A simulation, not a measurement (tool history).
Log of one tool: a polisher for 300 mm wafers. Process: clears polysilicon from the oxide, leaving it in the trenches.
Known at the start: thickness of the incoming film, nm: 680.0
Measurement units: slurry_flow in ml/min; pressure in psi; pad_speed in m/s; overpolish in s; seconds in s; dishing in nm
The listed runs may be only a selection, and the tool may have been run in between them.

run  hour  slurry_flow  pressure  pad_speed  overpolish  seconds  dishing
  1     0          190       2.2       1.06          29   62.819   87.993
  2   7.3          190         2       1.04          25   66.772   83.939
  3  11.5          190       1.8          1          25   79.811   80.505
  4  17.6          190       1.8       1.24          25   64.313   83.032
  5  21.5          190       1.8        1.1          25   70.828   82.708
  6  26.5          190       1.7       1.08          25   77.466   80.533
  7  29.9          190       1.6       1.08          26   82.213   85.525
  8  36.1          190       1.5       1.06          24   88.751   79.601
  9  41.8          190       1.4       1.06          24   94.622    76.65

What will run 10 give?
 10  44.1          190       1.4       1.06          25        ?        ?

seconds: 93.124 s
dishing: 78.787 nm
